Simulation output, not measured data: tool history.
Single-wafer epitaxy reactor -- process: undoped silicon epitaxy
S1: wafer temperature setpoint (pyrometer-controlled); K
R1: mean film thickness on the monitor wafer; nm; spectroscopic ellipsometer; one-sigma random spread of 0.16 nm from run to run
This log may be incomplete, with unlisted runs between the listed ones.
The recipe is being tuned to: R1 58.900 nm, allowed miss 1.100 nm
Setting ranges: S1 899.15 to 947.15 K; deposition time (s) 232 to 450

run 1 hour=0.0 | S1=923.15 deposition_time_(s)=341 | R1=52.662
run 2 hour=3.6 | S1=923.15 deposition_time_(s)=316 | R1=48.663
run 3 hour=11.7 | S1=925.15 deposition_time_(s)=316 | R1=50.617
run 4 hour=20.4 | S1=931.15 deposition_time_(s)=316 | R1=56.854
run 5 hour=24.7 | S1=940.15 deposition_time_(s)=316 | R1=67.476
run 6 hour=28.4 | S1=940.15 deposition_time_(s)=361 | R1=76.811
run 7 hour=31.8 | S1=940.15 deposition_time_(s)=361 | R1=76.555
run 8 hour=35.7 | S1=936.15 deposition_time_(s)=361 | R1=71.497

Exactly one of the 5 candidate moves below puts every result within its allowed miss. Which one?
run A hour=39.6 | S1=934.15 deposition_time_(s)=323 | R1=?
run B hour=39.6 | S1=926.15 deposition_time_(s)=362 | R1=?
run C hour=39.6 | S1=944.15 deposition_time_(s)=334 | R1=?
run D hour=39.6 | S1=944.15 deposition_time_(s)=392 | R1=?
run E hour=39.6 | S1=941.15 deposition_time_(s)=407 | R1=?

move=A R1=61.590
move=B R1=59.331
move=C R1=76.708
move=D R1=90.029
move=E R1=88.433
A: better than the last run, though not everything is in spec
B: all results land within tolerance of their targets
C: its largest miss is bigger than the last run's
D: its largest miss is bigger than the last run's
E: its largest miss is bigger than the last run's
Go with B: it meets all targets.

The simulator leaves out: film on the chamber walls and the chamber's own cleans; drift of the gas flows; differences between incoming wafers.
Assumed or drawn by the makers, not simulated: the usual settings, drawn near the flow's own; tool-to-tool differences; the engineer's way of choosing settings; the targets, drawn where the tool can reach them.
